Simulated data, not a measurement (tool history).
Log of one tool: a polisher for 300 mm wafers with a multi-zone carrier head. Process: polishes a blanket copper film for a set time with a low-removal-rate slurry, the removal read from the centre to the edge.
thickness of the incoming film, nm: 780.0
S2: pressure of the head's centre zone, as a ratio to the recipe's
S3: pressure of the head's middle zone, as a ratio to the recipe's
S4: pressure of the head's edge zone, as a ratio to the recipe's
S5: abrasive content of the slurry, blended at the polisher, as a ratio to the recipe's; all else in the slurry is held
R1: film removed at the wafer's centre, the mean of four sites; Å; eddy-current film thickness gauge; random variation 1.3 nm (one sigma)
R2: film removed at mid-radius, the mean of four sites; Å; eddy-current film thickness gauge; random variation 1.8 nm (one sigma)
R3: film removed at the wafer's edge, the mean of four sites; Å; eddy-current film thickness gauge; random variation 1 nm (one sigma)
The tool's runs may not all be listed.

Run 1, hour 0.0: flow of slurry (ml/min) 145, S2 1.00, S3 1.00, S4 1.00, S5 1.00, polishing time (s) 47. Result: R1 1230.7 Å, R2 1270.1 Å, R3 1256.9 Å.
Run 2, hour 6.8: flow of slurry (ml/min) 175, S2 1.00, S3 1.00, S4 1.00, S5 1.00, polishing time (s) 47. Result: R1 1316.3 Å, R2 1370.9 Å, R3 1280.9 Å.
Run 3, hour 10.5: flow of slurry (ml/min) 165, S2 0.99, S3 1.02, S4 0.96, S5 0.95, polishing time (s) 47. Result: R1 1255.9 Å, R2 1334.0 Å, R3 1242.3 Å.
Run 4, hour 16.0: flow of slurry (ml/min) 165, S2 0.96, S3 1.02, S4 0.96, S5 0.95, polishing time (s) 47. Result: R1 1217.7 Å, R2 1368.6 Å, R3 1256.9 Å.
Run 5, hour 17.4: flow of slurry (ml/min) 165, S2 0.96, S3 0.96, S4 0.96, S5 0.95, polishing time (s) 47. Result: R1 1212.2 Å, R2 1241.2 Å, R3 1230.2 Å.
Run 6, hour 18.1: flow of slurry (ml/min) 170, S2 0.96, S3 0.98, S4 0.93, S5 0.90, polishing time (s) 46. Result: R1 1196.0 Å, R2 1288.5 Å, R3 1179.7 Å.
Run 7, hour 20.8: flow of slurry (ml/min) 165, S2 0.96, S3 0.98, S4 0.91, S5 0.85, polishing time (s) 46. Result: R1 1167.5 Å, R2 1193.7 Å, R3 1180.0 Å.

The next listed run, before its measurement:
Run 8, hour 22.8: flow of slurry (ml/min) 175, S2 0.95, S3 0.99, S4 0.90, S5 0.85, polishing time (s) 45. Result: R1 ?, R2 ?, R3 ?.

{"run 8": {"R1": 1181.8, "R2": 1213.2, "R3": 1131.8}}
